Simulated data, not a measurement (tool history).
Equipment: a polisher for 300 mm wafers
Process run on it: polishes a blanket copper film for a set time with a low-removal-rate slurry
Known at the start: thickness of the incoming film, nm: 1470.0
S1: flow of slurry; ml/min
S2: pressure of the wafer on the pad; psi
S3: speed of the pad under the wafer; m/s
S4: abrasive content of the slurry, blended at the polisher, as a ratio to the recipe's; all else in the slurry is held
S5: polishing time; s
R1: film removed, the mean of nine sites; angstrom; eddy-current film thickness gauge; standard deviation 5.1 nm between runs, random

Run 1, hour 0: S1 135 ml/min, S2 2.6 psi, S3 1.1 m/s, S4 1, S5 120 s. Result: R1 3674.9 angstrom.
Run 2, hour 3.5: S1 135 ml/min, S2 2.7 psi, S3 1.1 m/s, S4 1, S5 120 s. Result: R1 3872.4 angstrom.
Run 3, hour 11: S1 135 ml/min, S2 2.7 psi, S3 1.34 m/s, S4 1, S5 120 s. Result: R1 4609.1 angstrom.
Run 4, hour 19.1: S1 120 ml/min, S2 2.7 psi, S3 1.34 m/s, S4 1, S5 120 s. Result: R1 4439.7 angstrom.
Run 5, hour 22.9: S1 100 ml/min, S2 2.7 psi, S3 1.34 m/s, S4 1, S5 120 s. Result: R1 4294.7 angstrom.
Run 6, hour 25.2: S1 100 ml/min, S2 2.7 psi, S3 1.14 m/s, S4 1, S5 120 s. Result: R1 3831.8 angstrom.
Run 7, hour 32.7: S1 100 ml/min, S2 2.8 psi, S3 1.14 m/s, S4 1, S5 120 s. Result: R1 3882.8 angstrom.

Run 8 has not been measured yet. What should we expect?
Run 8, hour 39.9: S1 105 ml/min, S2 2.8 psi, S3 1.14 m/s, S4 1, S5 120 s. Result: R1 ?.

Run 8 gave R1 3915.9 angstrom.

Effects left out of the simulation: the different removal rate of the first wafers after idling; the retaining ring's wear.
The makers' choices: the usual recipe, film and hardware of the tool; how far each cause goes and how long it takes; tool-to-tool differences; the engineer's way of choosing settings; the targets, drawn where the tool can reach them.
